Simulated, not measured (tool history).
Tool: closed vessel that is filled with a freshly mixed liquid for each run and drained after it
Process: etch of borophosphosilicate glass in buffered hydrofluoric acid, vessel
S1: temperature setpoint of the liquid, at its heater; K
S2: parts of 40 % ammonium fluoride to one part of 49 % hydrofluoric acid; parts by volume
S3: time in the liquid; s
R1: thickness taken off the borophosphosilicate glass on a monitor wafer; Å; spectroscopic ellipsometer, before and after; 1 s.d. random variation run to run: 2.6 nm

{"run": 1, "hour": 0.0, "S1": 294.15, "S2": 12, "S3": 100, "R1": 1857.3}
{"run": 2, "hour": 5.7, "S1": 294.15, "S2": 14.5, "S3": 100, "R1": 1537.2}
{"run": 3, "hour": 9.1, "S1": 296.65, "S2": 14.5, "S3": 100, "R1": 1795.3}
{"run": 4, "hour": 13.6, "S1": 296.65, "S2": 11, "S3": 100, "R1": 2381}
{"run": 5, "hour": 18.4, "S1": 297.65, "S2": 11, "S3": 100, "R1": 2492}
{"run": 6, "hour": 21.6, "S1": 297.65, "S2": 14.5, "S3": 100, "R1": 1868.2}

Run 7 is up next; what results do you expect?
{"run": 7, "hour": 29.4, "S1": 298.65, "S2": 14, "S3": 100, "R1": "?"}

Logged for run 7: R1 2064.1 Å.

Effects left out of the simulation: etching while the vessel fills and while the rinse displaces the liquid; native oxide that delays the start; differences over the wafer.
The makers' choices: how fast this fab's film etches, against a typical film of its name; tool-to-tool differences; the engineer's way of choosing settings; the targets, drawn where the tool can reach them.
